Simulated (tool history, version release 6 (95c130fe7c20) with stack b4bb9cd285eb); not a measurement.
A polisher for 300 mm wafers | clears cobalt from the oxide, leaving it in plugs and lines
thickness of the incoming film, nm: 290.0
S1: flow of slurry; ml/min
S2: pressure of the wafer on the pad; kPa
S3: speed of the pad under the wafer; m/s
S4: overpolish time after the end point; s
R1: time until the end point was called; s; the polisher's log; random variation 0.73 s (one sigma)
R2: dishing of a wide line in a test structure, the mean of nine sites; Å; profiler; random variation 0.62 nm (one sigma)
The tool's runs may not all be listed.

{"run": 1, "hour": 0.0, "S1": 305, "S2": 17.2, "S3": 1.02, "S4": 27, "R1": 44.203, "R2": 471.85}
{"run": 2, "hour": 8.7, "S1": 305, "S2": 17.2, "S3": 0.82, "S4": 27, "R1": 54.118, "R2": 462.46}
{"run": 3, "hour": 12.2, "S1": 305, "S2": 17.2, "S3": 0.82, "S4": 25, "R1": 53.406, "R2": 468.37}
{"run": 4, "hour": 16.7, "S1": 295, "S2": 16.5, "S3": 0.84, "S4": 23, "R1": 53.716, "R2": 443.21}
{"run": 5, "hour": 20.0, "S1": 295, "S2": 12.4, "S3": 0.84, "S4": 23, "R1": 72.218, "R2": 397.69}
{"run": 6, "hour": 26.1, "S1": 285, "S2": 12.4, "S3": 0.86, "S4": 21, "R1": 71.513, "R2": 406.14}
{"run": 7, "hour": 33.3, "S1": 300, "S2": 12.4, "S3": 0.9, "S4": 20, "R1": 67.063, "R2": 410.83}
{"run": 8, "hour": 36.7, "S1": 290, "S2": 12.4, "S3": 0.94, "S4": 19, "R1": 65.132, "R2": 381.07}
{"run": 9, "hour": 39.2, "S1": 290, "S2": 12.4, "S3": 0.94, "S4": 18, "R1": 64.363, "R2": 388.29}
{"run": 10, "hour": 44.5, "S1": 285, "S2": 14.5, "S3": 0.94, "S4": 8, "R1": 55.662, "R2": 266.44}
{"run": 11, "hour": 50.1, "S1": 285, "S2": 14.5, "S3": 0.94, "S4": 9, "R1": 55.134, "R2": 295.97}
{"run": 12, "hour": 54.5, "S1": 285, "S2": 13.1, "S3": 0.94, "S4": 22, "R1": 61.114, "R2": 423.78}
{"run": 13, "hour": 60.1, "S1": 285, "S2": 13.1, "S3": 0.94, "S4": 21, "R1": 61.501, "R2": 423.59}
{"run": 14, "hour": 64.9, "S1": 290, "S2": 13.1, "S3": 0.94, "S4": 21, "R1": 61.692, "R2": 413.27}
{"run": 15, "hour": 67.7, "S1": 290, "S2": 13.1, "S3": 0.94, "S4": 20, "R1": 61.91, "R2": 410.55}
{"run": 16, "hour": 71.3, "S1": 290, "S2": 13.1, "S3": 0.94, "S4": 19, "R1": 61.888, "R2": 401.28}

Run 17 is up next; what results do you expect?
{"run": 17, "hour": 72.0, "S1": 290, "S2": 13.8, "S3": 0.92, "S4": 16, "R1": "?", "R2": "?"}

For run 17 the tool returned R1 58.717 s, R2 382.35 Å.

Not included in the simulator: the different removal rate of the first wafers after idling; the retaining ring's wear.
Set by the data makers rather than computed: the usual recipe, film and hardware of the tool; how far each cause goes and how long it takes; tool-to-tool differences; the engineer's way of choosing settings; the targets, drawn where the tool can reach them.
